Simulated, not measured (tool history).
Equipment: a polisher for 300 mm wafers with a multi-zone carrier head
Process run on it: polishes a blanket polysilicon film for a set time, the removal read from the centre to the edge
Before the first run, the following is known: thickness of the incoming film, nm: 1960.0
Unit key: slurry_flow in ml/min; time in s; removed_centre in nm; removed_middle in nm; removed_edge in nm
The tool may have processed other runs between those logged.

run,hour,slurry_flow,centre_zone,middle_zone,edge_zone,time,removed_centre,removed_middle,removed_edge
1,0,170,1,1,1,57,690.09,710.6,748.45
2,2,130,1,1,1,57,609.26,633.61,703.7
3,3.9,130,1,1.04,1,57,619.85,648.03,694.79
4,12.6,130,1,1,1,57,615.59,634.17,701.62
5,14,130,1,1,0.95,57,612.75,635.99,687.36
6,20.3,130,1,1,0.87,57,616.46,633.55,669.12
7,25.6,125,1,0.96,0.88,52,555.22,558.08,602.27
8,27.2,120,0.99,0.92,0.9,49,506.9,500.53,554.06
9,35.6,115,0.98,0.89,0.93,48,474.12,471.02,555.51
10,37.2,115,0.98,0.89,0.93,48,480.76,476.68,563.4
11,44.4,110,0.98,0.87,0.92,46,449.28,445.56,525.96

What does the tool deliver on the next run?
12,45.4,105,0.98,0.85,0.92,45,?,?,?

{"run 12": {"removed_centre": 420.51, "removed_middle": 409.69, "removed_edge": 505.85}}

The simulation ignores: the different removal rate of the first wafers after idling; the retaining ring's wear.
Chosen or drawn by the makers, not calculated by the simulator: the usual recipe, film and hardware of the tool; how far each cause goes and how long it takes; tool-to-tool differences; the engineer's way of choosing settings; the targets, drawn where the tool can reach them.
